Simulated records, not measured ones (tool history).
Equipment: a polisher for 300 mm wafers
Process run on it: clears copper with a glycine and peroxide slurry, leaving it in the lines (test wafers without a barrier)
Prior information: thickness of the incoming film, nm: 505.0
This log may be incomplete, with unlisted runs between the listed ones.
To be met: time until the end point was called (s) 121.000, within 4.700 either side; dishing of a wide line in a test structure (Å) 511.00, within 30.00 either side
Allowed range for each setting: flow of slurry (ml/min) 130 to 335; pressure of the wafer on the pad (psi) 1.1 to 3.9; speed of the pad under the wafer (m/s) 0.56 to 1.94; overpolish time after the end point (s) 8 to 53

run,hour,flow of slurry (ml/min),pressure of the wafer on the pad (psi),speed of the pad under the wafer (m/s),overpolish time after the end point (s),time until the end point was called (s),dishing of a wide line in a test structure (Å)
1,0.0,215,2.5,1.24,27,101.080,702.75
2,1.6,215,2.4,1.24,25,104.280,657.99
3,8.8,215,2.4,1.24,32,106.150,756.03
4,14.7,215,2.3,1.24,29,109.410,669.76
5,22.0,215,2.9,1.24,29,89.325,794.41
6,26.2,215,2.3,1.24,29,110.800,700.83
# hour 32.5: worn pad replaced by a new one
7,32.5,215,2.2,1.24,26,105.380,680.37
8,38.3,215,2.0,1.24,23,115.250,595.38
9,44.4,215,1.9,1.24,22,118.880,546.57
10,50.5,215,1.9,1.24,22,120.790,538.50

Next run, 5 choices. One meets every target within its allowed miss, the rest don't. Which?
A,56.6,215,2.0,1.14,26,?,?
B,56.6,250,1.6,1.54,22,?,?
C,56.6,170,2.1,1.22,25,?,?
D,56.6,190,2.0,1.16,20,?,?
E,56.6,170,1.8,1.34,28,?,?

move,time until the end point was called (s),dishing of a wide line in a test structure (Å)
A,123.020,605.75
B,113.480,556.51
C,116.170,611.42
D,123.520,509.37
E,121.970,625.03
A: its largest miss is bigger than the last run's
B: its largest miss is bigger than the last run's
C: its largest miss is bigger than the last run's
D: every result lands within tolerance
E: its largest miss is bigger than the last run's
D meets every target.

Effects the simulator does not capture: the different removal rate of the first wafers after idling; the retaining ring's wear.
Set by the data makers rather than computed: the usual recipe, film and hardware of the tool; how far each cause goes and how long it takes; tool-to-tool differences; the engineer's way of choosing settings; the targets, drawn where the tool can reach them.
